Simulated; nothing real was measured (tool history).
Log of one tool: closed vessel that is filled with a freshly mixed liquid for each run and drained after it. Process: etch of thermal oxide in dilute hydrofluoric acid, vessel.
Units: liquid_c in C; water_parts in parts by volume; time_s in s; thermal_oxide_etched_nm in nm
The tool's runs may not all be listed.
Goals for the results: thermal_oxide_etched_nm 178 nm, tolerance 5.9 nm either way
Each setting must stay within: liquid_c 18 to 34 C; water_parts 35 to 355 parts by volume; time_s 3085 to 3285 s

run	hour	liquid_c	water_parts	time_s	thermal_oxide_etched_nm
1	0	26	195	3085	66.499
2	6.3	26	255	3085	47.556
3	14.6	26	305	3085	37.416
4	18.7	29.5	305	3085	42.575
5	24.1	31	305	3085	44.043
6	32.7	31	305	3285	46.881
7	37.7	32	230	3285	70.817
8	43.6	32.5	175	3285	101.75
9	44.2	32.5	175	3285	101.01
10	53.2	32.5	175	3285	100.3
11	55.4	33	145	3285	130.34
12	61.2	33.5	130	3285	147.75
13	62	33.5	120	3285	166.55
14	70.2	34	110	3285	187.68

4 candidate next runs follow, results not yet known. Just one meets every target within its allowed miss. Identify it.
A	78.4	34	100	3275	?
B	78.4	34	115	3285	?
C	78.4	28	85	3270	?
D	78.4	33	100	3245	?

move	thermal_oxide_etched_nm
A	206.17
B	175.75
C	197.81
D	197
A: the biggest miss grows against the last run
B: each result inside its tolerance
C: the biggest miss grows against the last run
D: the biggest miss grows against the last run
Correct choice: B, which meets every target

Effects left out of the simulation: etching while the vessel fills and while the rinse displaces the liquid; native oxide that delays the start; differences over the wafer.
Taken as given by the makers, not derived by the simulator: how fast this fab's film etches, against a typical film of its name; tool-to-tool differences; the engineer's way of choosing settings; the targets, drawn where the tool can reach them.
